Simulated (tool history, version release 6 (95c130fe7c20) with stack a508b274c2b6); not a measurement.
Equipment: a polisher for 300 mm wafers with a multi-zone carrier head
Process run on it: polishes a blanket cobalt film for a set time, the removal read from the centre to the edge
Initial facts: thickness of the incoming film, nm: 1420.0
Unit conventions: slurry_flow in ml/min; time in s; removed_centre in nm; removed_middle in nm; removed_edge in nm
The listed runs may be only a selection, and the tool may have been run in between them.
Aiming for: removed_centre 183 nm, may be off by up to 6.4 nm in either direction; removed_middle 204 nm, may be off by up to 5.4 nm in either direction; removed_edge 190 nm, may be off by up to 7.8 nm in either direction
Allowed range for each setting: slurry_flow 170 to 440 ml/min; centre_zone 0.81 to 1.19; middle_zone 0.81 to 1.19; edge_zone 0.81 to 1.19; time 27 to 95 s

run	day	slurry_flow	centre_zone	middle_zone	edge_zone	time	removed_centre	removed_middle	removed_edge
1	0	280	1	1	1	61	261.17	267.11	257.47
2	0.371	325	1	1	1	61	269.42	270.22	263.95
3	0.462	325	0.92	1	1	61	249.34	270.84	269.63
4	0.762	325	0.92	1.08	1	61	252.95	284.83	262.07
5	0.833	310	0.92	1.06	0.98	58	240.3	268.89	242.3
6	0.908	310	0.86	1.06	0.98	58	225.92	269.08	247.2
7	0.946	300	0.86	1.04	0.96	56	220.46	255.58	231.23
8	1.312	290	0.85	1.02	0.95	55	208.21	246.2	230.53
9	1.4	280	0.86	1.01	0.93	54	212.59	237.39	221.97
10	1.5	270	0.85	1	0.92	53	205.19	231.78	218.41
11	1.867	265	0.84	0.99	0.91	52	194.13	225.26	216.16
12	2.112	260	0.84	0.99	0.9	51	188.89	219.27	209.13
13	2.317	255	0.85	0.99	0.88	51	190.54	222.25	203.92
14	2.425	250	0.86	0.98	0.87	51	191.77	219.95	206.86
15	2.633	245	0.87	0.98	0.86	50	192.53	213.21	200.9
16	2.742	240	0.87	0.98	0.85	50	188.21	212.54	195.67
17	2.838	235	0.87	0.98	0.85	50	194.83	209.31	196.41
18	2.912	230	0.86	0.98	0.84	50	191.6	214.12	194.58
19	3.138	225	0.86	0.97	0.84	50	187.4	210.6	196.02
# day 3.308: worn pad replaced by a new one
20	3.308	220	0.86	0.97	0.83	50	209.01	230.78	213.99
21	3.654	230	0.86	0.97	0.83	50	213.25	233.13	210.4
22	3.942	220	0.86	0.98	0.83	50	210.57	236.23	212
23	4.046	235	0.86	0.98	0.83	50	210.49	235.3	216.02
24	4.154	190	0.82	0.93	0.81	43	168.98	191.6	182.02
25	4.404	190	0.82	0.93	0.81	44	179.11	192.82	184.84

Next run, 5 choices. One meets every target within its allowed miss, the rest don't. Which?
A	4.654	170	0.81	0.81	0.9	45	?	?	?
B	4.654	175	0.89	0.83	0.83	44	?	?	?
C	4.654	170	0.9	0.94	0.82	42	?	?	?
D	4.654	210	0.87	0.94	0.92	39	?	?	?
E	4.654	315	0.85	0.97	0.87	43	?	?	?

move	removed_centre	removed_middle	removed_edge
A	179.23	177.51	200.36
B	188.3	177.45	189.19
C	180.88	187.28	179.04
D	167.05	176.99	177.43
E	187.42	206.65	195.13
A: moves away from the targets compared with the last run
B: moves away from the targets compared with the last run
C: moves away from the targets compared with the last run
D: moves away from the targets compared with the last run
E: each result inside its tolerance
E is the move that brings every result within its allowed miss.

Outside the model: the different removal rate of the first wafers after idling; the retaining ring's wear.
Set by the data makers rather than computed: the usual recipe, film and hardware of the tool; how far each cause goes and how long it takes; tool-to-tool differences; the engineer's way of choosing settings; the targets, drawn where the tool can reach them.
